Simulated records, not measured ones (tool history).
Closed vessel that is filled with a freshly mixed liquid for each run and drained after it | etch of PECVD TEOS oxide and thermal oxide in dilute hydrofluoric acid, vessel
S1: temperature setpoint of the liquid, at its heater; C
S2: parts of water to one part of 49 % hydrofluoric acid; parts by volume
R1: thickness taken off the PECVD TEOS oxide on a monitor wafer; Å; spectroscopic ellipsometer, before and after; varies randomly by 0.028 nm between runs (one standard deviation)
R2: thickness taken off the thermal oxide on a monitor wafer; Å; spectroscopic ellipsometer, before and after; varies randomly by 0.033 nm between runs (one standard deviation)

Run 1, hour 0.0: S1 22.0 C, S2 190 parts by volume, time in the liquid (s) 60. Result: R1 59.482 Å, R2 13.665 Å.
Run 2, hour 3.4: S1 22.5 C, S2 190 parts by volume, time in the liquid (s) 60. Result: R1 60.630 Å, R2 14.143 Å.
Run 3, hour 6.0: S1 24.5 C, S2 190 parts by volume, time in the liquid (s) 60. Result: R1 65.468 Å, R2 14.904 Å.
Run 4, hour 7.7: S1 26.5 C, S2 190 parts by volume, time in the liquid (s) 60. Result: R1 69.924 Å, R2 16.564 Å.
Run 5, hour 13.7: S1 26.5 C, S2 190 parts by volume, time in the liquid (s) 45. Result: R1 52.631 Å, R2 12.150 Å.
Run 6, hour 22.6: S1 26.5 C, S2 190 parts by volume, time in the liquid (s) 60. Result: R1 70.888 Å, R2 16.090 Å.

What will run 7 give?
Run 7, hour 24.1: S1 26.0 C, S2 190 parts by volume, time in the liquid (s) 60. Result: R1 ?, R2 ?.

R1: 68.996 Å
R2: 15.992 Å
